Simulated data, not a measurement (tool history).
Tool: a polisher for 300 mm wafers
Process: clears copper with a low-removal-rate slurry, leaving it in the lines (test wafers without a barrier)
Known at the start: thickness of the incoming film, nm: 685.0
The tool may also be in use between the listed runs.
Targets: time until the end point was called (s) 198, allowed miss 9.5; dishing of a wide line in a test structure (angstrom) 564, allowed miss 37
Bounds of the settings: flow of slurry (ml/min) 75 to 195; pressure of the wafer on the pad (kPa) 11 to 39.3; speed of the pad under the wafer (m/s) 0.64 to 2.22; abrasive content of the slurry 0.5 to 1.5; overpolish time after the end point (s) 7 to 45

run	hour	flow of slurry (ml/min)	pressure of the wafer on the pad (kPa)	speed of the pad under the wafer (m/s)	abrasive content of the slurry	overpolish time after the end point (s)	time until the end point was called (s)	dishing of a wide line in a test structure (angstrom)
1	0	125	24.8	1.42	1	23	106.28	600.81
2	8.1	125	24.8	1.42	0.85	23	110.62	574.1
3	15	125	24.8	1.42	0.85	14	111.76	431.9
4	17.8	125	21.4	1.38	0.9	19	124.06	484.38
5	22.8	125	18.6	1.3	0.95	22	139.93	490.42
6	25.7	125	15.2	1.3	0.95	22	156.34	444.82
7	27.1	125	13.8	1.24	1	26	169.4	479.36
8	31.1	125	13.1	1.2	1	29	180.52	485.18
9	36.6	125	12.4	1.2	1	32	187	505.67
10	41.2	125	12.4	1.2	1	34	184.89	508.09
11	43.6	125	11.7	1.18	1	36	196.28	512.69
12	50.6	125	11.7	1.18	1	36	188.26	509.11

4 next moves are on the table. One of them brings every result within its allowed miss. Which?
A	57.6	125	14.5	1	0.95	43	?	?
B	57.6	135	15.2	1.02	1.4	45	?	?
C	57.6	120	13.1	1.36	1	28	?	?
D	57.6	95	13.1	1.16	0.95	33	?	?

move	time until the end point was called (s)	dishing of a wide line in a test structure (angstrom)
A	203.58	564.69
B	174.56	614.17
C	166.39	502.54
D	205.09	490.67
A: meets every target
B: takes the result that was furthest off past its target
C: further off than the last run
D: further off than the last run
The right move is A.
